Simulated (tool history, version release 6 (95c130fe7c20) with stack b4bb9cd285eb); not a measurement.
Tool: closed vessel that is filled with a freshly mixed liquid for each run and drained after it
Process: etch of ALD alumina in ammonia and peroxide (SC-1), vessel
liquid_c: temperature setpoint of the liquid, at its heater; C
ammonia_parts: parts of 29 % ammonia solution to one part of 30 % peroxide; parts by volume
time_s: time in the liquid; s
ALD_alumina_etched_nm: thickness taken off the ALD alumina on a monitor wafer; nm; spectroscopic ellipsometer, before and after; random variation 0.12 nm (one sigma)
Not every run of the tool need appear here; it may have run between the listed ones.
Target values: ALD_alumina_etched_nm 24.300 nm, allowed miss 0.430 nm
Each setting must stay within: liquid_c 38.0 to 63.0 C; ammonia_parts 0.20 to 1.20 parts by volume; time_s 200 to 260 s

Run 1, day 0.000: liquid_c 47.0 C, ammonia_parts 0.90 parts by volume, time_s 260 s. Result: ALD_alumina_etched_nm 14.362 nm.
Run 2, day 0.292: liquid_c 47.0 C, ammonia_parts 0.90 parts by volume, time_s 200 s. Result: ALD_alumina_etched_nm 10.812 nm.
Run 3, day 0.333: liquid_c 51.5 C, ammonia_parts 0.90 parts by volume, time_s 200 s. Result: ALD_alumina_etched_nm 14.029 nm.
Run 4, day 0.438: liquid_c 51.5 C, ammonia_parts 1.15 parts by volume, time_s 200 s. Result: ALD_alumina_etched_nm 14.463 nm.
Run 5, day 0.704: liquid_c 51.5 C, ammonia_parts 1.15 parts by volume, time_s 260 s. Result: ALD_alumina_etched_nm 18.556 nm.
Run 6, day 1.054: liquid_c 51.5 C, ammonia_parts 1.15 parts by volume, time_s 260 s. Result: ALD_alumina_etched_nm 18.652 nm.
Run 7, day 1.425: liquid_c 53.0 C, ammonia_parts 1.15 parts by volume, time_s 260 s. Result: ALD_alumina_etched_nm 20.026 nm.
Run 8, day 1.612: liquid_c 54.0 C, ammonia_parts 1.15 parts by volume, time_s 260 s. Result: ALD_alumina_etched_nm 21.131 nm.
Run 9, day 1.642: liquid_c 57.0 C, ammonia_parts 1.15 parts by volume, time_s 260 s. Result: ALD_alumina_etched_nm 24.784 nm.

Below are 5 possible settings for the next run. Only one of them brings all results inside the allowed miss of their targets. Which is it?
Run A, day 1.671: liquid_c 57.0 C, ammonia_parts 1.20 parts by volume, time_s 255 s. Result: ALD_alumina_etched_nm ?.
Run B, day 1.671: liquid_c 60.5 C, ammonia_parts 1.15 parts by volume, time_s 220 s. Result: ALD_alumina_etched_nm ?.
Run C, day 1.671: liquid_c 58.0 C, ammonia_parts 1.00 parts by volume, time_s 255 s. Result: ALD_alumina_etched_nm ?.
Run D, day 1.671: liquid_c 62.0 C, ammonia_parts 0.90 parts by volume, time_s 210 s. Result: ALD_alumina_etched_nm ?.
Run E, day 1.671: liquid_c 57.5 C, ammonia_parts 1.20 parts by volume, time_s 260 s. Result: ALD_alumina_etched_nm ?.

move  ALD_alumina_etched_nm
   A                 24.393
   B                 25.069
   C                 25.244
   D                 25.212
   E                 25.522
A: hits every target within its allowed miss
B: lands further from the targets than the last run did
C: lands further from the targets than the last run did
D: lands further from the targets than the last run did
E: lands further from the targets than the last run did
Move A is the one to make.
